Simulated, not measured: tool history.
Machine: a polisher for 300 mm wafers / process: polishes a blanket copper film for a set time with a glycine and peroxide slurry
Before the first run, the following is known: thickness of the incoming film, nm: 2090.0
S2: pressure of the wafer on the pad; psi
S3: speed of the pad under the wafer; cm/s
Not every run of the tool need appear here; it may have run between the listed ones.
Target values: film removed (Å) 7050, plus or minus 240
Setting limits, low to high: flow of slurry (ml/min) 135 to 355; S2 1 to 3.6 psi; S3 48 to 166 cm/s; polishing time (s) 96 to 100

{"run": 1, "hour": 0.0, "flow of slurry (ml/min)": 225, "S2": 2.3, "S3": 106, "polishing time (s)": 96, "film removed (Å)": 5567}
{"run": 2, "hour": 6.1, "flow of slurry (ml/min)": 250, "S2": 2.3, "S3": 106, "polishing time (s)": 96, "film removed (Å)": 5737.9}
{"run": 3, "hour": 11.2, "flow of slurry (ml/min)": 250, "S2": 2.3, "S3": 90, "polishing time (s)": 96, "film removed (Å)": 4943.3}
{"run": 4, "hour": 19.8, "flow of slurry (ml/min)": 255, "S2": 2.4, "S3": 90, "polishing time (s)": 96, "film removed (Å)": 5118.2}
{"run": 5, "hour": 27.7, "flow of slurry (ml/min)": 310, "S2": 2.4, "S3": 90, "polishing time (s)": 96, "film removed (Å)": 5120.5}
{"run": 6, "hour": 31.2, "flow of slurry (ml/min)": 310, "S2": 2.5, "S3": 90, "polishing time (s)": 96, "film removed (Å)": 5278.2}
{"run": 7, "hour": 39.0, "flow of slurry (ml/min)": 310, "S2": 2.6, "S3": 90, "polishing time (s)": 96, "film removed (Å)": 5405.3}
{"run": 8, "hour": 47.3, "flow of slurry (ml/min)": 310, "S2": 2.7, "S3": 90, "polishing time (s)": 96, "film removed (Å)": 5525.9}
{"run": 9, "hour": 51.5, "flow of slurry (ml/min)": 310, "S2": 2.8, "S3": 90, "polishing time (s)": 96, "film removed (Å)": 5646.7}
{"run": 10, "hour": 54.7, "flow of slurry (ml/min)": 310, "S2": 2.9, "S3": 90, "polishing time (s)": 96, "film removed (Å)": 5694.9}
{"run": 11, "hour": 59.5, "flow of slurry (ml/min)": 310, "S2": 3, "S3": 92, "polishing time (s)": 96, "film removed (Å)": 5923.2}
{"run": 12, "hour": 64.1, "flow of slurry (ml/min)": 310, "S2": 3.1, "S3": 94, "polishing time (s)": 96, "film removed (Å)": 6226}

Next run, 5 choices. One meets every target within its allowed miss, the rest don't. Which?
{"run": "A", "hour": 68.7, "flow of slurry (ml/min)": 315, "S2": 3.3, "S3": 102, "polishing time (s)": 97, "film removed (Å)": "?"}
{"run": "B", "hour": 68.7, "flow of slurry (ml/min)": 300, "S2": 2.9, "S3": 88, "polishing time (s)": 96, "film removed (Å)": "?"}
{"run": "C", "hour": 68.7, "flow of slurry (ml/min)": 315, "S2": 3, "S3": 76, "polishing time (s)": 96, "film removed (Å)": "?"}
{"run": "D", "hour": 68.7, "flow of slurry (ml/min)": 355, "S2": 3.3, "S3": 112, "polishing time (s)": 100, "film removed (Å)": "?"}
{"run": "E", "hour": 68.7, "flow of slurry (ml/min)": 280, "S2": 2.8, "S3": 98, "polishing time (s)": 97, "film removed (Å)": "?"}

move=A film_removed_(Å)=7087.8
move=B film_removed_(Å)=5732.5
move=C film_removed_(Å)=5226.7
move=D film_removed_(Å)=7983.2
move=E film_removed_(Å)=6152.3
A: meets every target
B: the biggest miss grows against the last run
C: the biggest miss grows against the last run
D: takes the result that was furthest off past its target
E: the biggest miss grows against the last run
A meets every target.

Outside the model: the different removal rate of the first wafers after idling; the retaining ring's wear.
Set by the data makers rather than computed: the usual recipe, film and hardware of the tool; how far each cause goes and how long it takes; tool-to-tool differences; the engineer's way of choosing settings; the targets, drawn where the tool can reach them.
